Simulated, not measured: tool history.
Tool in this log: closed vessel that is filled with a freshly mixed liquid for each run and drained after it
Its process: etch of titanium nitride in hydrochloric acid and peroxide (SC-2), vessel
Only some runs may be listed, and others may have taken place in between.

| run | hour | temperature setpoint of the liquid (C) | parts of water to one part each of 37 % hydrochloric acid and 30 % peroxide (parts by volume) | time in the liquid (s) | thickness taken off the titanium nitride on a monitor wafer (nm) |
|---|---|---|---|---|---|
| 1 | 0 | 47 | 7.5 | 650 | 12.46 |
| 2 | 8.9 | 47 | 7.5 | 650 | 12.275 |
| 3 | 12.7 | 47 | 7.5 | 510 | 9.6366 |
| 4 | 14.1 | 45.5 | 7.5 | 510 | 8.7694 |
| 5 | 17.2 | 44.5 | 7.5 | 510 | 8.1088 |
| 6 | 20.2 | 44.5 | 5 | 510 | 10.97 |
| 7 | 22.2 | 42.5 | 5 | 510 | 9.5805 |
| 8 | 30 | 35 | 5.5 | 510 | 5.1855 |

What will run 9 give?
| 9 | 35.8 | 35.5 | 5.5 | 510 | ? |

thickness taken off the titanium nitride on a monitor wafer (nm): 5.5319

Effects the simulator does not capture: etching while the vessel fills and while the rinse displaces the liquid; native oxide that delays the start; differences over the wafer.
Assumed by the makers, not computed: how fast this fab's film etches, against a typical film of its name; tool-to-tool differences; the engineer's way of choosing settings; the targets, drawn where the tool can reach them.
